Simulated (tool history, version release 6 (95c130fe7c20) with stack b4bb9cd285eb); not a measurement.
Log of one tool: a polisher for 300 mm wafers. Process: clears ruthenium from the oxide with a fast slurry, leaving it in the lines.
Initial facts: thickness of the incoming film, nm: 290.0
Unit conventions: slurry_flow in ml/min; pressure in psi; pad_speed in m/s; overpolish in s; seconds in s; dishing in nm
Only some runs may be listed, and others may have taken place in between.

run 1 hour=0 | slurry_flow=190 pressure=2.6 pad_speed=1.26 slurry_solids=1 overpolish=19 | seconds=48.192 dishing=76.18
run 2 hour=4 | slurry_flow=190 pressure=2.5 pad_speed=1.2 slurry_solids=1 overpolish=18 | seconds=51.763 dishing=69.154
run 3 hour=12.6 | slurry_flow=190 pressure=2.4 pad_speed=1.14 slurry_solids=1 overpolish=17 | seconds=55.482 dishing=64.449
run 4 hour=18.8 | slurry_flow=230 pressure=2.4 pad_speed=1.14 slurry_solids=1 overpolish=17 | seconds=55.157 dishing=63.604
run 5 hour=27.8 | slurry_flow=230 pressure=2.3 pad_speed=1.08 slurry_solids=1 overpolish=16 | seconds=59.913 dishing=60.022
run 6 hour=35.6 | slurry_flow=265 pressure=2.3 pad_speed=1.08 slurry_solids=1 overpolish=16 | seconds=58.221 dishing=59.015
run 7 hour=38.1 | slurry_flow=250 pressure=1.6 pad_speed=0.72 slurry_solids=1 overpolish=9 | seconds=105.33 dishing=21.938
run 8 hour=44.2 | slurry_flow=250 pressure=1.6 pad_speed=0.72 slurry_solids=1 overpolish=10 | seconds=104.71 dishing=24.07

Estimate the outcome of run 9 from the log above:
-- hour=51.9 head pressure recalibrated
run 9 hour=51.9 | slurry_flow=250 pressure=1.6 pad_speed=0.72 slurry_solids=1 overpolish=11 | seconds=? dishing=?

{"run 9": {"seconds": 115.4, "dishing": 24.116}}
